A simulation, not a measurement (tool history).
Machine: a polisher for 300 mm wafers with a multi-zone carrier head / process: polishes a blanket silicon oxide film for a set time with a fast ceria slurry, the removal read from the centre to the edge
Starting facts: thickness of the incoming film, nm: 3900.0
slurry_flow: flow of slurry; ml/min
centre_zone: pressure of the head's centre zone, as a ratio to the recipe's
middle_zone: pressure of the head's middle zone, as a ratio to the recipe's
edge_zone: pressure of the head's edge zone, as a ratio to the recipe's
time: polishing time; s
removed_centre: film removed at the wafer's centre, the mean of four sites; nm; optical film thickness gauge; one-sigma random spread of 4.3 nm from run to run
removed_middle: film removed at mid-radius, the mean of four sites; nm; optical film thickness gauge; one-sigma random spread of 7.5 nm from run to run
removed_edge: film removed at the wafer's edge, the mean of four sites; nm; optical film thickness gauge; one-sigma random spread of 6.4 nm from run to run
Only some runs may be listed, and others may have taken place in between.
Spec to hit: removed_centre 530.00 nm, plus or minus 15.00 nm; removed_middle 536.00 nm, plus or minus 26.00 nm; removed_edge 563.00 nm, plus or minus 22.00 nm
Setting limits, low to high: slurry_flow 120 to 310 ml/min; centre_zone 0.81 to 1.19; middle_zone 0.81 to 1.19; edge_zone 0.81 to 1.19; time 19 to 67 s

Run 1, hour 0.0: slurry_flow 200 ml/min, centre_zone 1.00, middle_zone 1.00, edge_zone 1.00, time 43 s. Result: removed_centre 621.95 nm, removed_middle 603.59 nm, removed_edge 603.26 nm.
Run 2, hour 4.2: slurry_flow 195 ml/min, centre_zone 0.99, middle_zone 0.99, edge_zone 1.00, time 43 s. Result: removed_centre 598.81 nm, removed_middle 579.52 nm, removed_edge 598.03 nm.
Run 3, hour 11.0: slurry_flow 190 ml/min, centre_zone 0.98, middle_zone 0.99, edge_zone 1.00, time 43 s. Result: removed_centre 600.92 nm, removed_middle 588.04 nm, removed_edge 598.60 nm.
Run 4, hour 19.6: slurry_flow 185 ml/min, centre_zone 0.97, middle_zone 0.98, edge_zone 0.99, time 43 s. Result: removed_centre 581.08 nm, removed_middle 574.05 nm, removed_edge 600.89 nm.
Run 5, hour 20.4: slurry_flow 180 ml/min, centre_zone 0.97, middle_zone 0.98, edge_zone 0.98, time 43 s. Result: removed_centre 581.16 nm, removed_middle 570.01 nm, removed_edge 591.90 nm.
Run 6, hour 25.9: slurry_flow 180 ml/min, centre_zone 0.97, middle_zone 0.98, edge_zone 0.98, time 53 s. Result: removed_centre 708.52 nm, removed_middle 700.99 nm, removed_edge 727.02 nm.
Run 7, hour 33.8: slurry_flow 180 ml/min, centre_zone 0.96, middle_zone 0.97, edge_zone 0.97, time 52 s. Result: removed_centre 684.25 nm, removed_middle 689.44 nm, removed_edge 708.57 nm.
Run 8, hour 38.8: slurry_flow 180 ml/min, centre_zone 0.95, middle_zone 0.96, edge_zone 0.96, time 51 s. Result: removed_centre 675.35 nm, removed_middle 682.10 nm, removed_edge 695.07 nm.

Below are 4 possible settings for the next run. Only one of them brings all results inside the allowed miss of their targets. Which is it?
Run A, hour 43.8: slurry_flow 120 ml/min, centre_zone 1.17, middle_zone 0.97, edge_zone 1.13, time 62 s. Result: removed_centre ?, removed_middle ?, removed_edge ?.
Run B, hour 43.8: slurry_flow 250 ml/min, centre_zone 0.98, middle_zone 0.93, edge_zone 0.86, time 65 s. Result: removed_centre ?, removed_middle ?, removed_edge ?.
Run C, hour 43.8: slurry_flow 145 ml/min, centre_zone 0.95, middle_zone 0.99, edge_zone 0.99, time 42 s. Result: removed_centre ?, removed_middle ?, removed_edge ?.
Run D, hour 43.8: slurry_flow 215 ml/min, centre_zone 0.84, middle_zone 1.13, edge_zone 0.91, time 40 s. Result: removed_centre ?, removed_middle ?, removed_edge ?.

move  removed_centre  removed_middle  removed_edge
   A          930.37          764.85        853.40
   B          923.91          873.85        851.71
   C          531.55          544.35        554.93
   D          477.66          600.10        529.50
A: lands further from the targets than the last run did
B: lands further from the targets than the last run did
C: hits every target within its allowed miss
D: carries the result that was furthest off beyond its target, to the other side
C is the move that brings every result within its allowed miss.
